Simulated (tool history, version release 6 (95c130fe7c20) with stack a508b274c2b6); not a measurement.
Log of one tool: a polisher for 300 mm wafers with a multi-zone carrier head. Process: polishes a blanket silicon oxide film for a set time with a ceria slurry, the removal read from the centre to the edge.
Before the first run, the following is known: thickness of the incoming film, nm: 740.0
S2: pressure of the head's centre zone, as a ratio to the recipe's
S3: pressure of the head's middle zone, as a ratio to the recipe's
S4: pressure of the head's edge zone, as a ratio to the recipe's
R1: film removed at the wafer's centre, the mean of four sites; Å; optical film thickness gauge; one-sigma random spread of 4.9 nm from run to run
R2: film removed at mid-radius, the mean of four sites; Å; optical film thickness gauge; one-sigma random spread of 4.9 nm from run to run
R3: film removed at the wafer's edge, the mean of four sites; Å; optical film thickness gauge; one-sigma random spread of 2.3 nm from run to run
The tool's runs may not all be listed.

Run 1, hour 0: flow of slurry (ml/min) 135, S2 1, S3 1, S4 1, polishing time (s) 43. Result: R1 2270.2 Å, R2 2332.7 Å, R3 2200.4 Å.
Run 2, hour 2.8: flow of slurry (ml/min) 135, S2 1, S3 1, S4 1.04, polishing time (s) 43. Result: R1 2224.2 Å, R2 2328 Å, R3 2227.2 Å.
Run 3, hour 4.7: flow of slurry (ml/min) 140, S2 1.01, S3 1.01, S4 1.05, polishing time (s) 44. Result: R1 2364.6 Å, R2 2436.7 Å, R3 2360.1 Å.
Run 4, hour 11.2: flow of slurry (ml/min) 145, S2 1.02, S3 1.03, S4 1.06, polishing time (s) 44. Result: R1 2353.2 Å, R2 2459.8 Å, R3 2356.1 Å.
Run 5, hour 16.6: flow of slurry (ml/min) 155, S2 1.02, S3 1.03, S4 1.06, polishing time (s) 44. Result: R1 2425.1 Å, R2 2455.8 Å, R3 2362.8 Å.
Run 6, hour 21.6: flow of slurry (ml/min) 125, S2 1.02, S3 1.03, S4 1.06, polishing time (s) 44. Result: R1 2365.9 Å, R2 2371.3 Å, R3 2307 Å.
Run 7, hour 30.1: flow of slurry (ml/min) 130, S2 1.03, S3 1.05, S4 1.06, polishing time (s) 45. Result: R1 2348.9 Å, R2 2591 Å, R3 2347.7 Å.
Run 8, hour 30.8: flow of slurry (ml/min) 135, S2 1.04, S3 1.05, S4 1.07, polishing time (s) 46. Result: R1 2545.4 Å, R2 2565.8 Å, R3 2458.2 Å.
Run 9, hour 37.2: flow of slurry (ml/min) 140, S2 1.04, S3 1.06, S4 1.07, polishing time (s) 47. Result: R1 2545.9 Å, R2 2684.1 Å, R3 2473.1 Å.
Run 10, hour 46.1: flow of slurry (ml/min) 140, S2 1.05, S3 1.07, S4 1.08, polishing time (s) 48. Result: R1 2623.8 Å, R2 2821 Å, R3 2577.8 Å.

Run 11 is up next; what results do you expect?
Run 11, hour 51.9: flow of slurry (ml/min) 140, S2 1.05, S3 1.07, S4 1.08, polishing time (s) 48. Result: R1 ?, R2 ?, R3 ?.

R1: 2688 Å
R2: 2807.5 Å
R3: 2551.2 Å

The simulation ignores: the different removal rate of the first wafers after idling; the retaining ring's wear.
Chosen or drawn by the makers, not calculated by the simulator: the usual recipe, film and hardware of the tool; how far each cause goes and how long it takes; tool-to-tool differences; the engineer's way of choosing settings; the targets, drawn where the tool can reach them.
